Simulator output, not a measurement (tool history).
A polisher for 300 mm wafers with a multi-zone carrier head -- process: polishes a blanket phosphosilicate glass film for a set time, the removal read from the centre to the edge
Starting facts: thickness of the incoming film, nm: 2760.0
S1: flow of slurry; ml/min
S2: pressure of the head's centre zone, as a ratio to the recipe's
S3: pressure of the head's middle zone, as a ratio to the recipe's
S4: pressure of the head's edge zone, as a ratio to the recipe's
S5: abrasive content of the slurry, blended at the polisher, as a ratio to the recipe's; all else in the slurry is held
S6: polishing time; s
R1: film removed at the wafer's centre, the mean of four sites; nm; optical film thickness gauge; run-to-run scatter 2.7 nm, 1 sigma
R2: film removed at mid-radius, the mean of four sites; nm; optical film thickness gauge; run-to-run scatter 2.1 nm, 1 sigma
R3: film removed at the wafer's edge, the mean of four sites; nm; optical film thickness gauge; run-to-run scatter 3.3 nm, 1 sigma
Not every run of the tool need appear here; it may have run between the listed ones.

{"run": 1, "day": 0.0, "S1": 190, "S2": 1, "S3": 1, "S4": 1, "S5": 1, "S6": 49, "R1": 388.85, "R2": 400.12, "R3": 384.29}
{"run": 2, "day": 0.271, "S1": 190, "S2": 1, "S3": 1.05, "S4": 1, "S5": 1, "S6": 49, "R1": 387.59, "R2": 414.38, "R3": 396.32}
{"run": 3, "day": 0.404, "S1": 190, "S2": 1, "S3": 1.05, "S4": 1.08, "S5": 1, "S6": 49, "R1": 381.08, "R2": 414.71, "R3": 410.62}
{"run": 4, "day": 0.625, "S1": 210, "S2": 1, "S3": 1.05, "S4": 1.08, "S5": 1, "S6": 49, "R1": 399.41, "R2": 424.04, "R3": 416.38}
{"run": 5, "day": 0.979, "S1": 195, "S2": 0.98, "S3": 0.99, "S4": 1.05, "S5": 0.85, "S6": 46, "R1": 332.31, "R2": 353.16, "R3": 355.3}
{"run": 6, "day": 1.083, "S1": 195, "S2": 0.98, "S3": 0.99, "S4": 1.05, "S5": 0.95, "S6": 46, "R1": 347.15, "R2": 370.57, "R3": 368.13}

Run 7 comes next. What will it give?
{"run": 7, "day": 1.35, "S1": 170, "S2": 0.92, "S3": 0.89, "S4": 0.95, "S5": 0.7, "S6": 36, "R1": "?", "R2": "?", "R3": "?"}

For run 7 the tool returned R1 214.41 nm, R2 222.31 nm, R3 234.56 nm.

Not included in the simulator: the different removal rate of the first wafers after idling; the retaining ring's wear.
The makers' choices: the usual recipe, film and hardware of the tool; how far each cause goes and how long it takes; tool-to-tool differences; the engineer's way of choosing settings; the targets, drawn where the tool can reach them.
